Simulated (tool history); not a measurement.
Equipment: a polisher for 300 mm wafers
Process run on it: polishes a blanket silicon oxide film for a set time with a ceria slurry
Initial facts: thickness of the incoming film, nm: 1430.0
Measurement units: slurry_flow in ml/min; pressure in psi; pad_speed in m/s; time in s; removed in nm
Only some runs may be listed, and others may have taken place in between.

run 1 day=0 | slurry_flow=230 pressure=3 pad_speed=1.18 time=119 | removed=521.3
run 2 day=0.242 | slurry_flow=275 pressure=3 pad_speed=1.18 time=119 | removed=525.39
run 3 day=0.35 | slurry_flow=225 pressure=3 pad_speed=1.18 time=119 | removed=525.77
run 4 day=0.517 | slurry_flow=225 pressure=3.3 pad_speed=1.18 time=119 | removed=561.16
run 5 day=0.75 | slurry_flow=225 pressure=3.6 pad_speed=1.18 time=119 | removed=592.77
run 6 day=0.779 | slurry_flow=225 pressure=3.8 pad_speed=1.2 time=119 | removed=629.07
run 7 day=0.983 | slurry_flow=225 pressure=4 pad_speed=1.22 time=119 | removed=671.04
run 8 day=1.108 | slurry_flow=225 pressure=4.1 pad_speed=1.24 time=119 | removed=682.42
run 9 day=1.45 | slurry_flow=225 pressure=4.2 pad_speed=1.26 time=119 | removed=700.32

Run 10 is up next; what results do you expect?
run 10 day=1.712 | slurry_flow=235 pressure=4.6 pad_speed=1.26 time=119 | removed=?

{"run 10": {"removed": 768.08}}

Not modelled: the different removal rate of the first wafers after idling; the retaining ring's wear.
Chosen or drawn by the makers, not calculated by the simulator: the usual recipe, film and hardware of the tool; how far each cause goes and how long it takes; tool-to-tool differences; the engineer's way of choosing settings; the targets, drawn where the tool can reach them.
